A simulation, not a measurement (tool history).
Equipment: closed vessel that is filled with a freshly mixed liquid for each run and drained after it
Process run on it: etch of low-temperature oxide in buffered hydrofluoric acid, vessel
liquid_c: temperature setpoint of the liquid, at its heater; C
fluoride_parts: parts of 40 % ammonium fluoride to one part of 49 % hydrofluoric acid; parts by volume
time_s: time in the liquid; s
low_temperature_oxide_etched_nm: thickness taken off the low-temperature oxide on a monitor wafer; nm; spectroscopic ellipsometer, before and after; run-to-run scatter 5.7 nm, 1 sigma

run	hour	liquid_c	fluoride_parts	time_s	low_temperature_oxide_etched_nm
1	0.0	21.0	13.5	90	206.20
2	6.7	22.0	12.5	90	237.22
3	12.0	22.0	12.5	90	235.93
4	18.9	22.0	12.5	90	234.35
5	23.5	22.5	11.5	90	265.83
# hour 27.9: thermometer replaced
6	27.9	22.5	11.5	90	286.19

Run 7, settings as shown, results not yet in. Your forecast:
7	35.2	26.5	7.0	90	?

Run 7 came out at low_temperature_oxide_etched_nm 566.94 nm.
